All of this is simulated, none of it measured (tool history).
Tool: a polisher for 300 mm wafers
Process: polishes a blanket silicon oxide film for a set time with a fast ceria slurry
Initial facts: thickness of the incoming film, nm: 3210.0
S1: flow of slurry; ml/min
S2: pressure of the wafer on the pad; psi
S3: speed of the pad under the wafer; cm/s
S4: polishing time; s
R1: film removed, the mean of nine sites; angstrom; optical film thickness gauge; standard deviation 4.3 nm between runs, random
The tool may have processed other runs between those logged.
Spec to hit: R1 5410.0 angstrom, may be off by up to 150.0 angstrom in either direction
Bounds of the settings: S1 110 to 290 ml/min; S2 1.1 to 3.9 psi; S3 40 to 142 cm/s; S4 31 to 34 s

| run | hour | S1 | S2 | S3 | S4 | R1 |
|---|---|---|---|---|---|---|
| 1 | 0.0 | 185 | 2.5 | 90 | 34 | 4404.4 |
| 2 | 4.3 | 185 | 2.5 | 90 | 34 | 4385.5 |
| 3 | 8.6 | 185 | 2.5 | 106 | 34 | 4948.3 |
| 4 | 9.3 | 185 | 2.2 | 106 | 34 | 4611.7 |
| 5 | 15.9 | 185 | 1.8 | 106 | 34 | 4158.0 |
| 6 | 19.8 | 210 | 1.8 | 106 | 34 | 4160.1 |
| 7 | 21.2 | 210 | 2.1 | 106 | 34 | 4587.2 |
| 8 | 24.5 | 220 | 2.3 | 106 | 34 | 4836.5 |
| 9 | 28.3 | 220 | 2.4 | 106 | 34 | 4966.3 |
| 10 | 29.5 | 220 | 2.5 | 106 | 34 | 5138.0 |
| 11 | 36.5 | 220 | 2.5 | 106 | 34 | 5170.1 |
| 12 | 41.2 | 225 | 2.5 | 106 | 34 | 5101.9 |

Which of these 5 next moves meets every target?
| A | 45.9 | 225 | 2.2 | 106 | 34 | ? |
| B | 45.9 | 200 | 2.7 | 96 | 33 | ? |
| C | 45.9 | 225 | 2.4 | 100 | 33 | ? |
| D | 45.9 | 235 | 2.2 | 128 | 31 | ? |
| E | 45.9 | 205 | 2.5 | 114 | 34 | ? |

| move | R1 |
|---|---|
| A | 4721.8 |
| B | 4747.1 |
| C | 4617.2 |
| D | 5047.2 |
| E | 5356.2 |
A: further off than the last run
B: further off than the last run
C: further off than the last run
D: further off than the last run
E: all results in spec
E is the move that brings every result within its allowed miss.

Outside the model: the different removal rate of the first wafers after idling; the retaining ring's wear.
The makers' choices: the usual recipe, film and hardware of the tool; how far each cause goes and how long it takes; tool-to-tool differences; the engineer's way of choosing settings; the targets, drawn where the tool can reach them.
